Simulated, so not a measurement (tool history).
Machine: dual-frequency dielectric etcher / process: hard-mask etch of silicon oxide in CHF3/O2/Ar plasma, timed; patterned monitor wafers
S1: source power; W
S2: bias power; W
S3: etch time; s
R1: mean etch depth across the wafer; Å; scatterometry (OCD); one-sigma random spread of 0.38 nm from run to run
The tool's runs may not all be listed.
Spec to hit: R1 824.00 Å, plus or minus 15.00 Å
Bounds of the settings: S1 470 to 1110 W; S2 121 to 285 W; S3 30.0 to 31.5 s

Run 1, hour 0.0: S1 790 W, S2 203 W, S3 30.0 s. Result: R1 718.22 Å.
Run 2, hour 6.5: S1 790 W, S2 203 W, S3 30.0 s. Result: R1 718.59 Å.
Run 3, hour 14.9: S1 720 W, S2 203 W, S3 30.0 s. Result: R1 699.52 Å.
Run 4, hour 17.9: S1 790 W, S2 208 W, S3 30.0 s. Result: R1 724.01 Å.
Run 5, hour 26.3: S1 840 W, S2 211 W, S3 30.0 s. Result: R1 739.35 Å.
Run 6, hour 34.0: S1 840 W, S2 211 W, S3 31.5 s. Result: R1 779.77 Å.
Run 7, hour 40.9: S1 840 W, S2 211 W, S3 31.5 s. Result: R1 782.74 Å.
Run 8, hour 43.4: S1 860 W, S2 213 W, S3 31.5 s. Result: R1 790.35 Å.

Pick the move, out of 4, that brings all results within their allowed miss; only one does.
Run A, hour 45.9: S1 880 W, S2 183 W, S3 30.5 s. Result: R1 ?.
Run B, hour 45.9: S1 870 W, S2 219 W, S3 30.5 s. Result: R1 ?.
Run C, hour 45.9: S1 900 W, S2 231 W, S3 30.0 s. Result: R1 ?.
Run D, hour 45.9: S1 830 W, S2 271 W, S3 30.0 s. Result: R1 ?.

move      R1
   A  721.93
   B  775.63
   C  788.00
   D  822.92
A: moves away from the targets compared with the last run
B: moves away from the targets compared with the last run
C: moves away from the targets compared with the last run
D: all results in spec
The move that meets every target is D.
